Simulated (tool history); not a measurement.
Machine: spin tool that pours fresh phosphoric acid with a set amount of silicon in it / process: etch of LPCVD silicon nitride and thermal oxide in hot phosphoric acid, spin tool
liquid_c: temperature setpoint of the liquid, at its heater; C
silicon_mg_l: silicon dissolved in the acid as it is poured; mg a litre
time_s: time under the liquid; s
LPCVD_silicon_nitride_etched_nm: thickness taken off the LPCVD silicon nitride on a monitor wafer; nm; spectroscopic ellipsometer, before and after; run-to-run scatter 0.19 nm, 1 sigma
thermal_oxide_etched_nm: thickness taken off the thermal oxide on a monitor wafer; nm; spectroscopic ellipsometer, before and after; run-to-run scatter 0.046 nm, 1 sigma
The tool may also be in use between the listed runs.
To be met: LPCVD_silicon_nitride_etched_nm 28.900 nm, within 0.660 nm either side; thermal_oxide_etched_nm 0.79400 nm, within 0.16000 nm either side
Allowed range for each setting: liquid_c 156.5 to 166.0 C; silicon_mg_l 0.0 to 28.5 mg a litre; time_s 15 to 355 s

run	hour	liquid_c	silicon_mg_l	time_s	LPCVD_silicon_nitride_etched_nm	thermal_oxide_etched_nm
1	0.0	161.0	12.5	180	18.974	0.35424
2	4.6	161.0	19.5	180	19.102	0.33603
3	12.2	159.5	19.5	180	18.036	0.32344
4	16.1	158.0	19.5	180	17.106	0.28862
5	18.3	160.0	19.5	180	18.234	0.31659
6	21.6	161.0	15.5	190	19.944	0.38340
7	25.7	162.0	13.0	200	21.727	0.50414
8	28.2	162.5	14.5	205	22.762	0.50332
9	35.2	163.0	14.0	210	23.520	0.47109
10	42.4	163.5	11.5	215	24.747	0.56412
11	51.3	164.0	10.5	220	25.696	0.60271
12	59.7	164.5	9.5	225	26.877	0.67413
13	65.8	164.5	9.0	225	26.577	0.70781
14	71.5	165.0	9.5	230	27.593	0.80612
15	80.3	165.0	10.0	230	27.489	0.73608

5 next moves are on the table. One of them brings every result within its allowed miss. Which?
A	89.1	164.0	8.0	260	?	?
B	89.1	164.5	10.5	260	?	?
C	89.1	161.5	23.0	285	?	?
D	89.1	161.0	22.5	290	?	?
E	89.1	164.5	7.0	245	?	?

move	LPCVD_silicon_nitride_etched_nm	thermal_oxide_etched_nm
A	30.431	0.81220
B	30.936	0.79746
C	30.703	0.50483
D	30.724	0.50285
E	29.152	0.81055
A: carries the result that was furthest off beyond its target, to the other side
B: carries the result that was furthest off beyond its target, to the other side
C: carries the result that was furthest off beyond its target, to the other side
D: carries the result that was furthest off beyond its target, to the other side
E: meets every target
The right move is E.
